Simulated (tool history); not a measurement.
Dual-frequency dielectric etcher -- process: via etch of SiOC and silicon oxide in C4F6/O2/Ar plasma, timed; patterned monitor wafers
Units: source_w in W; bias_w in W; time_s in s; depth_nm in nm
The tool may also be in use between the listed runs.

| run | hour | source_w | bias_w | time_s | depth_nm |
|---|---|---|---|---|---|
| 1 | 0 | 430 | 203 | 47 | 57.623 |
| 2 | 7.5 | 430 | 219 | 47 | 59.328 |
| 3 | 8.2 | 430 | 237 | 47 | 60.83 |
| 4 | 13.8 | 430 | 237 | 47 | 60.3 |
| 5 | 15 | 430 | 258 | 47 | 62.692 |
| 6 | 21 | 460 | 258 | 47 | 65.41 |
| 7 | 28.8 | 410 | 252 | 47 | 59.538 |
| 8 | 35.8 | 380 | 250 | 47 | 56.988 |
| 9 | 37 | 360 | 248 | 47 | 54.91 |
| 10 | 40.7 | 360 | 248 | 47 | 54.94 |

What does the tool deliver on the next run?
| 11 | 46 | 340 | 247 | 47 | ? |

depth_nm: 52.792 nm
